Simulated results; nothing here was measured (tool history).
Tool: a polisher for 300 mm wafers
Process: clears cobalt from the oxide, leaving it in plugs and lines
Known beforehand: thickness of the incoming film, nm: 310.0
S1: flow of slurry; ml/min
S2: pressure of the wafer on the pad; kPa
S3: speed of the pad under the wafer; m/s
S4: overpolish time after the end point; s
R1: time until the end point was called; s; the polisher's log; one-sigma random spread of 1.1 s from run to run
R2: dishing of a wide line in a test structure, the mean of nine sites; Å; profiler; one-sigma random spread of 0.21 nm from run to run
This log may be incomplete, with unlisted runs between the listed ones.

run 1 hour=0.0 | S1=225 S2=15.2 S3=0.92 S4=10 | R1=66.315 R2=324.38
run 2 hour=1.9 | S1=225 S2=13.8 S3=0.92 S4=9 | R1=69.792 R2=294.77
run 3 hour=6.9 | S1=225 S2=13.8 S3=0.92 S4=7 | R1=70.016 R2=243.74
run 4 hour=7.5 | S1=225 S2=10.3 S3=0.92 S4=7 | R1=82.733 R2=211.13
run 5 hour=9.2 | S1=220 S2=9.7 S3=0.92 S4=7 | R1=83.660 R2=206.19
run 6 hour=10.1 | S1=200 S2=9.7 S3=0.92 S4=7 | R1=86.616 R2=206.12
run 7 hour=14.6 | S1=195 S2=9.0 S3=0.92 S4=7 | R1=91.238 R2=202.79
run 8 hour=19.7 | S1=185 S2=9.0 S3=0.92 S4=7 | R1=92.784 R2=194.70
run 9 hour=21.6 | S1=170 S2=7.6 S3=0.92 S4=9 | R1=99.010 R2=226.83

Run 10 is up next; what results do you expect?
run 10 hour=27.7 | S1=175 S2=7.6 S3=0.92 S4=9 | R1=? R2=?

R1: 99.725 s
R2: 222.29 Å
